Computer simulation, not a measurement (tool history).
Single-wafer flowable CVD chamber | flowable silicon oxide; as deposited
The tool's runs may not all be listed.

| run | hour | heater temperature setpoint (deg C) | chamber pressure (Torr) | RF power (kW) | deposition time (s) | mean film thickness on the monitor wafer (angstrom) |
|---|---|---|---|---|---|---|
| 1 | 0.0 | 105 | 0.984 | 2.320 | 909 | 6268.0 |
| 2 | 0.9 | 105 | 0.984 | 2.130 | 909 | 6205.7 |
| 3 | 10.0 | 105 | 0.984 | 1.955 | 909 | 6063.3 |
| 4 | 12.9 | 105 | 1.049 | 1.955 | 909 | 6476.2 |
| 5 | 16.2 | 111 | 1.049 | 1.955 | 909 | 5386.1 |
| 6 | 21.8 | 111 | 1.120 | 1.955 | 909 | 5675.6 |
| 7 | 30.8 | 108 | 1.121 | 1.955 | 909 | 6336.6 |
| 8 | 38.0 | 106 | 1.121 | 1.955 | 909 | 6617.2 |

What does the tool deliver on the next run?
| 9 | 40.9 | 94 | 1.124 | 1.955 | 909 | ? |

mean film thickness on the monitor wafer (angstrom): 9859.7

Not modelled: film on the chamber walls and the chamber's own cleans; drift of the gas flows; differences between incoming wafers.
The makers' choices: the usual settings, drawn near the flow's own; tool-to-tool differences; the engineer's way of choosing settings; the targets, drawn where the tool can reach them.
